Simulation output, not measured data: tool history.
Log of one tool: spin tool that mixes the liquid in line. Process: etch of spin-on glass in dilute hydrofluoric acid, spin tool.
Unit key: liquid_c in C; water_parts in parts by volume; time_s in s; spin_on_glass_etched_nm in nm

Run 1, day 0: liquid_c 23 C, water_parts 280 parts by volume, time_s 170 s. Result: spin_on_glass_etched_nm 13.943 nm.
Run 2, day 0.075: liquid_c 23 C, water_parts 280 parts by volume, time_s 185 s. Result: spin_on_glass_etched_nm 15.076 nm.
Run 3, day 0.167: liquid_c 20.5 C, water_parts 280 parts by volume, time_s 185 s. Result: spin_on_glass_etched_nm 13.691 nm.
Run 4, day 0.304: liquid_c 20.5 C, water_parts 340 parts by volume, time_s 185 s. Result: spin_on_glass_etched_nm 10.693 nm.
Run 5, day 0.404: liquid_c 19.5 C, water_parts 350 parts by volume, time_s 185 s. Result: spin_on_glass_etched_nm 10.082 nm.
Run 6, day 0.446: liquid_c 19 C, water_parts 360 parts by volume, time_s 185 s. Result: spin_on_glass_etched_nm 9.4992 nm.
Run 7, day 0.55: liquid_c 18.5 C, water_parts 365 parts by volume, time_s 185 s. Result: spin_on_glass_etched_nm 9.0294 nm.
Run 8, day 0.696: liquid_c 18 C, water_parts 370 parts by volume, time_s 185 s. Result: spin_on_glass_etched_nm 8.6895 nm.

Expected results for the next run?
Run 9, day 0.771: liquid_c 17.5 C, water_parts 370 parts by volume, time_s 185 s. Result: spin_on_glass_etched_nm ?.

Logged for run 9: spin_on_glass_etched_nm 8.6871 nm.

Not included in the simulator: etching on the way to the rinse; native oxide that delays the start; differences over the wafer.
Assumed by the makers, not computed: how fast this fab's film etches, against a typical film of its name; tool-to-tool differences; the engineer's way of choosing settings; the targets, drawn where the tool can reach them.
